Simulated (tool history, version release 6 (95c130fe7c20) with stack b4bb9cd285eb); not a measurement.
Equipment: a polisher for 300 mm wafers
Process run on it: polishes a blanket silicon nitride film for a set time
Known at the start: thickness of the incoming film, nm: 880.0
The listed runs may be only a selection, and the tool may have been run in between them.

run  hour  flow of slurry (ml/min)  pressure of the wafer on the pad (psi)  speed of the pad under the wafer (cm/s)  polishing time (s)  film removed (nm)
  1   0.0                      235                                     3.3                                      140                  53            111.580
  2   7.4                      185                                     3.3                                      140                  53            110.350
  3  12.6                      145                                     3.3                                      140                  53            107.080
  4  15.5                      145                                     3.3                                      106                  53             95.493
  5  24.4                      145                                     3.8                                      106                  53            105.250
  6  30.1                      150                                     4.2                                      114                  53            119.410
  7  32.9                      150                                     4.5                                      120                  53            130.930

What does the tool deliver on the next run?
  8  40.0                      150                                     4.7                                      126                  53                  ?

Run 8 gave film removed (nm) 138.450.

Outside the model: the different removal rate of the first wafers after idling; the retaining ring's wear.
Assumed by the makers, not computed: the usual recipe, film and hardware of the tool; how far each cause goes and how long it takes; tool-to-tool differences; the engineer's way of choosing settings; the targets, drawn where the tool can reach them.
